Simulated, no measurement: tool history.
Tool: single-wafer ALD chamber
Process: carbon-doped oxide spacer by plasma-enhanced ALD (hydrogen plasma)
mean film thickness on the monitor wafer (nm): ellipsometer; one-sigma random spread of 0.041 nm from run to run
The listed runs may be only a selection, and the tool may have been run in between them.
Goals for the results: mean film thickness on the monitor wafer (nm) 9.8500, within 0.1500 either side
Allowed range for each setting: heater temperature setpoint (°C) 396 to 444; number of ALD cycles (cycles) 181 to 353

| run | hour | heater temperature setpoint (°C) | number of ALD cycles (cycles) | mean film thickness on the monitor wafer (nm) |
|---|---|---|---|---|
| 1 | 0.0 | 420 | 267 | 12.1500 |
| 2 | 7.0 | 420 | 244 | 11.1350 |
| 3 | 9.7 | 427 | 244 | 10.8530 |
| 4 | 14.8 | 427 | 267 | 11.8050 |
| 5 | 22.5 | 418 | 267 | 12.1910 |
| 6 | 29.6 | 428 | 267 | 11.8550 |
| 7 | 38.9 | 430 | 260 | 11.3960 |
| 8 | 44.8 | 442 | 228 | 9.5103 |
| 9 | 47.4 | 441 | 228 | 9.5468 |
| 10 | 49.6 | 440 | 228 | 9.6854 |

Which of these 4 next moves meets every target?
| A | 51.8 | 443 | 242 | ? |
| B | 51.8 | 438 | 226 | ? |
| C | 51.8 | 441 | 234 | ? |
| D | 51.8 | 442 | 222 | ? |

| move | mean film thickness on the monitor wafer (nm) |
|---|---|
| A | 10.1180 |
| B | 9.6368 |
| C | 9.8614 |
| D | 9.3188 |
A: the result that was furthest off in the last run now lies on the other side of its target
B: its largest miss is bigger than the last run's
C: hits every target within its allowed miss
D: its largest miss is bigger than the last run's
Correct choice: C, which meets every target

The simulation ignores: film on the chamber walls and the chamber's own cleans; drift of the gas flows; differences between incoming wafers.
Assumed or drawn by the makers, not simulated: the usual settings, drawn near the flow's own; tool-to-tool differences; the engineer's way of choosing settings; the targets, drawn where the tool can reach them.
